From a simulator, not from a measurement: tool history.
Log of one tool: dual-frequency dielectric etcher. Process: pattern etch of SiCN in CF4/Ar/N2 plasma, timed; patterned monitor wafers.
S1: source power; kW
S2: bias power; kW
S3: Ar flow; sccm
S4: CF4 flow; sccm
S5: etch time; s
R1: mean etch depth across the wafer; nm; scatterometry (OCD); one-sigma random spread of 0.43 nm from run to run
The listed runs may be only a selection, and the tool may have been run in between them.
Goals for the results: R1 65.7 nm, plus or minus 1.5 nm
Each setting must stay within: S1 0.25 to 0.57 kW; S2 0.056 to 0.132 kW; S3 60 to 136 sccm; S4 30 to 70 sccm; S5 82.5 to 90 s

run    day    S1     S2   S3  S4  S5      R1
  1      0  0.41  0.094   98  50  90  78.629
  2  0.371   0.4  0.094   98  50  90   77.01
  3  0.679  0.39  0.094   98  50  90  76.304
  4  0.742  0.39  0.094  108  50  90  73.954
  5  1.108  0.44  0.094  108  50  90  81.721
  6  1.333  0.42  0.094  108  50  90  78.866
  7  1.638  0.41  0.094  108  50  90  77.623
  8  1.796   0.4  0.094  108  50  90  76.342

Pick the move, out of 4, that brings all results within their allowed miss; only one does.
  A  1.954  0.47  0.071  126  55  84   ?
  B  1.954   0.3  0.101  124  62  86   ?
  C  1.954  0.38  0.095  114  47  86   ?
  D  1.954   0.4  0.093  126  52  86   ?

move      R1
   A  64.853
   B  62.898
   C  69.039
   D  70.456
A: every result lands within tolerance
B: moves the result that the last run missed by most past its target, out the other side
C: better than the last run, though not everything is in spec
D: better than the last run, though not everything is in spec
The right move is A.

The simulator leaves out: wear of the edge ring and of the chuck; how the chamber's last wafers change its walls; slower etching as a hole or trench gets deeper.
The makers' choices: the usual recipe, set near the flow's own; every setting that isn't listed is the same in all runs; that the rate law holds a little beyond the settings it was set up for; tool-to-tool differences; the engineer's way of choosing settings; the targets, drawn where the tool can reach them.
